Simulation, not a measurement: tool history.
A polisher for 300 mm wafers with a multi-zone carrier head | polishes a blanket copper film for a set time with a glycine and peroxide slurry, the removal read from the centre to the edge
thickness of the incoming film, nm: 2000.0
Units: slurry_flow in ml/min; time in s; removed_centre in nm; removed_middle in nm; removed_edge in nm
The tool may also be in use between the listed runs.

Run 1, hour 0: slurry_flow 250 ml/min, centre_zone 1, middle_zone 1, edge_zone 1, time 40 s. Result: removed_centre 222.57 nm, removed_middle 220.98 nm, removed_edge 216.87 nm.
Run 2, hour 1.2: slurry_flow 250 ml/min, centre_zone 1, middle_zone 1, edge_zone 0.96, time 40 s. Result: removed_centre 221.62 nm, removed_middle 222.14 nm, removed_edge 220.14 nm.
Run 3, hour 6: slurry_flow 245 ml/min, centre_zone 0.98, middle_zone 1.03, edge_zone 0.96, time 39 s. Result: removed_centre 212.83 nm, removed_middle 220.96 nm, removed_edge 211.48 nm.
Run 4, hour 12.3: slurry_flow 245 ml/min, centre_zone 0.98, middle_zone 1.03, edge_zone 0.96, time 47 s. Result: removed_centre 252.48 nm, removed_middle 256.81 nm, removed_edge 251.91 nm.
Run 5, hour 20.9: slurry_flow 245 ml/min, centre_zone 0.98, middle_zone 1.03, edge_zone 0.96, time 54 s. Result: removed_centre 294.21 nm, removed_middle 296.23 nm, removed_edge 288.31 nm.
Run 6, hour 22.5: slurry_flow 245 ml/min, centre_zone 0.96, middle_zone 1.06, edge_zone 0.95, time 49 s. Result: removed_centre 259.55 nm, removed_middle 282.54 nm, removed_edge 263.31 nm.
Run 7, hour 30.7: slurry_flow 245 ml/min, centre_zone 0.95, middle_zone 1.06, edge_zone 0.94, time 45 s. Result: removed_centre 229.55 nm, removed_middle 262.81 nm, removed_edge 240.43 nm.
Run 8, hour 32.7: slurry_flow 245 ml/min, centre_zone 0.95, middle_zone 1.06, edge_zone 0.94, time 45 s. Result: removed_centre 238.74 nm, removed_middle 261.34 nm, removed_edge 242.45 nm.
Run 9, hour 33.9: slurry_flow 240 ml/min, centre_zone 0.93, middle_zone 1.07, edge_zone 0.94, time 42 s. Result: removed_centre 217.19 nm, removed_middle 242.98 nm, removed_edge 226.63 nm.
Run 10, hour 37.8: slurry_flow 240 ml/min, centre_zone 0.92, middle_zone 1.08, edge_zone 0.93, time 40 s. Result: removed_centre 205.88 nm, removed_middle 227.17 nm, removed_edge 211.32 nm.

Forecast run 11:
Run 11, hour 43: slurry_flow 235 ml/min, centre_zone 0.89, middle_zone 1.1, edge_zone 0.92, time 40 s. Result: removed_centre ?, removed_middle ?, removed_edge ?.

removed_centre: 195.06 nm
removed_middle: 230.7 nm
removed_edge: 211.61 nm
